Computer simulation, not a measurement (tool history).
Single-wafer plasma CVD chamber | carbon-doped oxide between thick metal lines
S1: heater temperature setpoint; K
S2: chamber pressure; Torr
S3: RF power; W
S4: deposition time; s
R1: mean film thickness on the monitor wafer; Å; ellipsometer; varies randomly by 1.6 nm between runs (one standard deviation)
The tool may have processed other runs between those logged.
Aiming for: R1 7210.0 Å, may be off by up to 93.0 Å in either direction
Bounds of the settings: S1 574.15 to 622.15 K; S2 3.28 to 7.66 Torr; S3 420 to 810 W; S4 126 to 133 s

{"run": 1, "hour": 0.0, "S1": 598.15, "S2": 5.47, "S3": 615, "S4": 133, "R1": 7645.0}
{"run": 2, "hour": 1.8, "S1": 600.15, "S2": 5.39, "S3": 615, "S4": 133, "R1": 7571.3}
{"run": 3, "hour": 2.7, "S1": 600.15, "S2": 4.54, "S3": 615, "S4": 133, "R1": 7369.0}
{"run": 4, "hour": 8.5, "S1": 600.15, "S2": 4.54, "S3": 580, "S4": 133, "R1": 7058.7}
{"run": 5, "hour": 13.0, "S1": 600.15, "S2": 4.54, "S3": 625, "S4": 133, "R1": 7483.9}
{"run": 6, "hour": 20.2, "S1": 601.15, "S2": 4.49, "S3": 625, "S4": 133, "R1": 7451.0}
{"run": 7, "hour": 27.2, "S1": 602.15, "S2": 4.44, "S3": 625, "S4": 133, "R1": 7403.2}
{"run": 8, "hour": 28.8, "S1": 603.15, "S2": 4.4, "S3": 625, "S4": 133, "R1": 7368.0}

Pick the move, out of 5, that brings all results within their allowed miss; only one does.
{"run": "A", "hour": 30.4, "S1": 606.15, "S2": 4.32, "S3": 685, "S4": 126, "R1": "?"}
{"run": "B", "hour": 30.4, "S1": 596.15, "S2": 4.85, "S3": 560, "S4": 133, "R1": "?"}
{"run": "C", "hour": 30.4, "S1": 608.15, "S2": 4.71, "S3": 595, "S4": 132, "R1": "?"}
{"run": "D", "hour": 30.4, "S1": 600.15, "S2": 3.55, "S3": 700, "S4": 126, "R1": "?"}
{"run": "E", "hour": 30.4, "S1": 605.15, "S2": 3.85, "S3": 680, "S4": 126, "R1": "?"}

move=A R1=7401.6
move=B R1=7039.9
move=C R1=7044.5
move=D R1=7434.0
move=E R1=7255.3
A: the biggest miss grows against the last run
B: carries the result that was furthest off beyond its target, to the other side
C: carries the result that was furthest off beyond its target, to the other side
D: the biggest miss grows against the last run
E: every result within its allowed miss
E is the move that brings every result within its allowed miss.
